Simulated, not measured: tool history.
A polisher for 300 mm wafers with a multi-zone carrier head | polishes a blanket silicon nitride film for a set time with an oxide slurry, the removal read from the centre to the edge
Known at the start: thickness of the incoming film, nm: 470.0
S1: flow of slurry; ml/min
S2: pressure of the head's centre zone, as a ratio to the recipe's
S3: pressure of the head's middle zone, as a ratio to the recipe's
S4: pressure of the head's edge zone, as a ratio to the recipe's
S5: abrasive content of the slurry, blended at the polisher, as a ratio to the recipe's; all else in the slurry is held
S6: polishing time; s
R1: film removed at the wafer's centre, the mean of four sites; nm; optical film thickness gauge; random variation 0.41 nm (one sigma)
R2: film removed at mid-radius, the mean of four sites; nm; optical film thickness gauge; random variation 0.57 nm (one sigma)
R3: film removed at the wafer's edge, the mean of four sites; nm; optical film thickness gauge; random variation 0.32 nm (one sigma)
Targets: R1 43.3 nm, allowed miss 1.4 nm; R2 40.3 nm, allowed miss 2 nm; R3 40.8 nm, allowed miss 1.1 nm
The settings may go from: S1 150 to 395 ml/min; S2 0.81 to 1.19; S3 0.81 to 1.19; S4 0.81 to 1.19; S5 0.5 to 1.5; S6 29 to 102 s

| run | day | S1 | S2 | S3 | S4 | S5 | S6 | R1 | R2 | R3 |
|---|---|---|---|---|---|---|---|---|---|---|
| 1 | 0 | 250 | 1 | 1 | 1 | 1 | 65 | 51.545 | 52.211 | 51.317 |
| 2 | 0.333 | 250 | 1 | 1 | 1.08 | 1 | 65 | 51.983 | 49.546 | 52.74 |
| 3 | 0.662 | 250 | 1 | 1 | 1.08 | 0.85 | 65 | 48.827 | 48.418 | 49.671 |
| 4 | 0.725 | 245 | 1.01 | 0.98 | 1.06 | 0.8 | 65 | 47.85 | 45.064 | 47.876 |
|  | 0.75 | worn pad replaced by a new one |
| 5 | 0.75 | 245 | 1.01 | 0.98 | 1.06 | 0.8 | 51 | 39.742 | 38.649 | 39.258 |
| 6 | 1.083 | 245 | 1.01 | 0.98 | 1.06 | 0.8 | 43 | 33.221 | 31.188 | 33.41 |
| 7 | 1.15 | 245 | 1.01 | 0.98 | 1.06 | 0.8 | 43 | 33.398 | 32.309 | 33.492 |
| 8 | 1.325 | 245 | 1.01 | 0.98 | 1.06 | 0.8 | 43 | 34.162 | 32.209 | 33.38 |
| 9 | 1.483 | 250 | 1.02 | 1 | 1.07 | 0.85 | 43 | 34.981 | 33.125 | 34.611 |
| 10 | 1.783 | 260 | 1.03 | 1.03 | 1.08 | 0.9 | 43 | 36.319 | 35.352 | 36.219 |
| 11 | 1.958 | 270 | 1.05 | 1.04 | 1.09 | 0.9 | 43 | 37.016 | 36.475 | 35.778 |
| 12 | 2.158 | 275 | 1.06 | 1.04 | 1.1 | 0.95 | 43 | 37.742 | 37.506 | 36.867 |

4 next moves are on the table. One of them brings every result within its allowed miss. Which?
| A | 2.358 | 210 | 1.14 | 1.05 | 1.15 | 1.25 | 43 | ? | ? | ? |
| B | 2.358 | 315 | 0.9 | 1.02 | 1.19 | 0.85 | 46 | ? | ? | ? |
| C | 2.358 | 280 | 0.95 | 1.06 | 1.13 | 0.9 | 50 | ? | ? | ? |
| D | 2.358 | 190 | 1.19 | 0.81 | 1.09 | 1.1 | 49 | ? | ? | ? |

| move | R1 | R2 | R3 |
|---|---|---|---|
| A | 43.911 | 39.604 | 40.877 |
| B | 35.354 | 37.422 | 39.61 |
| C | 40.506 | 42.439 | 42.708 |
| D | 48.427 | 34.499 | 43.029 |
A: meets every target
B: further off than the last run
C: nearer than the last run, and not there yet
D: takes the result that was furthest off past its target
The right move is A.
